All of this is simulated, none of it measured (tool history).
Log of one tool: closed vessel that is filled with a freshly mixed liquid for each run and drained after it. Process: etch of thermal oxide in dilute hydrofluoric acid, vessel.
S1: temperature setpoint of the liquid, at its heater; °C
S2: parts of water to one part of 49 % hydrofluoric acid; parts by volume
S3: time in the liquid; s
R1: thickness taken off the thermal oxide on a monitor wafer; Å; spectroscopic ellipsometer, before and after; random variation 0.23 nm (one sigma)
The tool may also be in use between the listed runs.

Run 1, hour 0: S1 21 °C, S2 170 parts by volume, S3 1025 s. Result: R1 247.74 Å.
Run 2, hour 8.4: S1 21 °C, S2 125 parts by volume, S3 1025 s. Result: R1 354.53 Å.
Run 3, hour 12.6: S1 22.5 °C, S2 125 parts by volume, S3 1025 s. Result: R1 374.08 Å.
Run 4, hour 18.9: S1 22.5 °C, S2 95 parts by volume, S3 1025 s. Result: R1 513.13 Å.
Run 5, hour 27.7: S1 22.5 °C, S2 95 parts by volume, S3 1095 s. Result: R1 540.62 Å.
Run 6, hour 30.1: S1 19.5 °C, S2 95 parts by volume, S3 1095 s. Result: R1 487.49 Å.

Run 7 comes next. What will it give?
Run 7, hour 33.3: S1 19 °C, S2 105 parts by volume, S3 1095 s. Result: R1 ?.

{"run 7": {"R1": 416.43}}
